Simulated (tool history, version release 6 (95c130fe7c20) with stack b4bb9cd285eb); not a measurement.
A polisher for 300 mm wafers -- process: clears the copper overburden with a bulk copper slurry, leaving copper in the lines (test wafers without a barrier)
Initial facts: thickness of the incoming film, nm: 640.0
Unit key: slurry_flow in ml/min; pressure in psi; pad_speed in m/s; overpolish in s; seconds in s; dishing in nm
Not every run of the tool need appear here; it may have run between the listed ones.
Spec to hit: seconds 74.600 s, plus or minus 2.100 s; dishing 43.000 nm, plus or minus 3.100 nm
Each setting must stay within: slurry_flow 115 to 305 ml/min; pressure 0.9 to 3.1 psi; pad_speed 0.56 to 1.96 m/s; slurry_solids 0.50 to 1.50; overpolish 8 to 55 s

run	day	slurry_flow	pressure	pad_speed	slurry_solids	overpolish	seconds	dishing
1	0.000	195	2.0	1.26	1.00	28	98.135	74.393
2	0.025	160	2.0	1.26	1.00	28	102.950	73.814
3	0.388	190	1.9	1.36	1.00	24	95.304	69.860
4	0.712	190	1.9	1.12	1.00	24	114.590	63.710
5	0.988	190	1.7	1.12	1.00	24	131.160	57.857
6	1.021	190	1.7	1.12	0.85	24	131.810	60.115
7	1.225	215	1.7	1.18	1.00	21	120.720	58.223
8	1.579	270	1.7	1.54	1.25	8	86.610	36.851
9	1.625	270	1.8	1.54	1.25	8	82.167	37.657
10	1.862	270	1.8	1.54	1.25	9	81.343	43.556

Exactly one of the 5 candidate moves below puts every result within its allowed miss. Which one?
A	2.100	270	2.0	1.58	1.05	11	?	?
B	2.100	305	1.9	1.64	1.15	8	?	?
C	2.100	305	1.3	1.90	1.05	12	?	?
D	2.100	305	1.9	1.56	1.40	11	?	?
E	2.100	255	2.0	1.54	1.20	11	?	?

move	seconds	dishing
A	75.970	51.627
B	74.740	41.665
C	94.040	45.083
D	75.505	51.521
E	76.372	51.450
A: the worst result of the last run now meets its target, but another is out of spec
B: every result within its allowed miss
C: the biggest miss grows against the last run
D: the worst result of the last run now meets its target, but another is out of spec
E: the worst result of the last run now meets its target, but another is out of spec
The move that meets every target is B.
